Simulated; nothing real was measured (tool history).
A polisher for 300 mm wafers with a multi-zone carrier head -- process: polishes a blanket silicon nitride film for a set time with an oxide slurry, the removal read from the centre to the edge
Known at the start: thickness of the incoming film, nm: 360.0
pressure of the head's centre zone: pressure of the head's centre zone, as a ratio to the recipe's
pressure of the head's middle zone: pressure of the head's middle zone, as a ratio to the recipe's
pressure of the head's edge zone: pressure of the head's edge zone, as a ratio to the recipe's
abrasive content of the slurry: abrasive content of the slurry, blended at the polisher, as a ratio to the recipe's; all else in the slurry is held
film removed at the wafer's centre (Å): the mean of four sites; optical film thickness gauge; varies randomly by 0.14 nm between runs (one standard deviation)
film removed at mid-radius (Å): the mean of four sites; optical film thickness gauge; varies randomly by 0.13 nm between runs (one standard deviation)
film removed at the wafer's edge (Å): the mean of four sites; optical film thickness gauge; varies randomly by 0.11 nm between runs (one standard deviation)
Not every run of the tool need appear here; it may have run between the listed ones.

| run | hour | flow of slurry (ml/min) | pressure of the head's centre zone | pressure of the head's middle zone | pressure of the head's edge zone | abrasive content of the slurry | polishing time (s) | film removed at the wafer's centre (Å) | film removed at mid-radius (Å) | film removed at the wafer's edge (Å) |
|---|---|---|---|---|---|---|---|---|---|---|
| 1 | 0.0 | 130 | 1.00 | 1.00 | 1.00 | 1.00 | 31 | 192.810 | 186.39 | 192.480 |
| 2 | 5.5 | 130 | 1.00 | 0.97 | 1.00 | 1.00 | 31 | 190.990 | 187.73 | 191.840 |
| 3 | 6.8 | 130 | 1.00 | 0.97 | 1.00 | 0.80 | 31 | 177.340 | 173.45 | 176.200 |
| 4 | 9.5 | 130 | 1.00 | 0.97 | 1.00 | 0.80 | 27 | 153.290 | 150.03 | 152.840 |
| 5 | 11.8 | 130 | 1.00 | 1.02 | 1.00 | 0.80 | 27 | 154.150 | 156.34 | 153.560 |
| 6 | 19.6 | 115 | 1.00 | 1.02 | 1.00 | 0.80 | 27 | 147.670 | 148.73 | 151.500 |
| 7 | 23.3 | 120 | 0.97 | 1.03 | 0.96 | 0.70 | 25 | 127.510 | 136.39 | 132.040 |
| 8 | 24.8 | 120 | 0.97 | 1.03 | 0.96 | 0.70 | 25 | 131.330 | 137.91 | 129.520 |
| 9 | 28.6 | 110 | 0.93 | 1.02 | 0.93 | 0.65 | 25 | 120.890 | 132.09 | 124.110 |
| 10 | 34.5 | 105 | 0.90 | 1.05 | 0.84 | 0.50 | 22 | 92.418 | 103.86 | 95.337 |
| 11 | 37.3 | 115 | 0.90 | 1.06 | 0.85 | 0.50 | 22 | 90.955 | 108.17 | 97.204 |

For run 12, what comes out?
| 12 | 43.8 | 120 | 0.92 | 1.07 | 0.86 | 0.50 | 22 | ? | ? | ? |

Run 12 measured film removed at the wafer's centre (Å) 95.549, film removed at mid-radius (Å) 108.97, film removed at the wafer's edge (Å) 96.955.
